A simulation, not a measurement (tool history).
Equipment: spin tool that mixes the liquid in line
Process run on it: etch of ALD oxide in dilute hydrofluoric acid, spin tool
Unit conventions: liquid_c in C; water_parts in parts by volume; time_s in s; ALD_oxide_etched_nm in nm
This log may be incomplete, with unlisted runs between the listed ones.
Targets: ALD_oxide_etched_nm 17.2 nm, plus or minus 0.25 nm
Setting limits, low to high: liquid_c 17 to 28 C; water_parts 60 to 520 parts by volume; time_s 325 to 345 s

| run | hour | liquid_c | water_parts | time_s | ALD_oxide_etched_nm |
|---|---|---|---|---|---|
| 1 | 0 | 20 | 290 | 325 | 10.461 |
| 2 | 0.9 | 21.5 | 280 | 325 | 11.55 |
| 3 | 3.8 | 21.5 | 280 | 345 | 12.31 |
| 4 | 4.5 | 21.5 | 280 | 325 | 11.596 |
| 5 | 13.1 | 25 | 280 | 325 | 13.058 |
| 6 | 16.2 | 26.5 | 280 | 325 | 13.775 |
| 7 | 23.7 | 27 | 270 | 325 | 14.677 |
| 8 | 29.9 | 27 | 265 | 325 | 15.04 |
| 9 | 35 | 27 | 260 | 325 | 15.554 |
| 10 | 37.8 | 27 | 255 | 325 | 15.786 |
| 11 | 45.7 | 27.5 | 250 | 325 | 16.485 |

Which single option among these 4 for the next run brings every result within its allowed miss of target? Just one does.
| A | 53.6 | 28 | 265 | 345 | ? |
| B | 53.6 | 24.5 | 245 | 345 | ? |
| C | 53.6 | 23.5 | 215 | 325 | ? |
| D | 53.6 | 28 | 260 | 340 | ? |

| move | ALD_oxide_etched_nm |
|---|---|
| A | 16.465 |
| B | 16.109 |
| C | 17.207 |
| D | 16.629 |
A: about as far from the targets as the last run
B: the biggest miss grows against the last run
C: hits every target within its allowed miss
D: gains on the last run, yet a result remains outside its allowed miss
The move that meets every target is C.
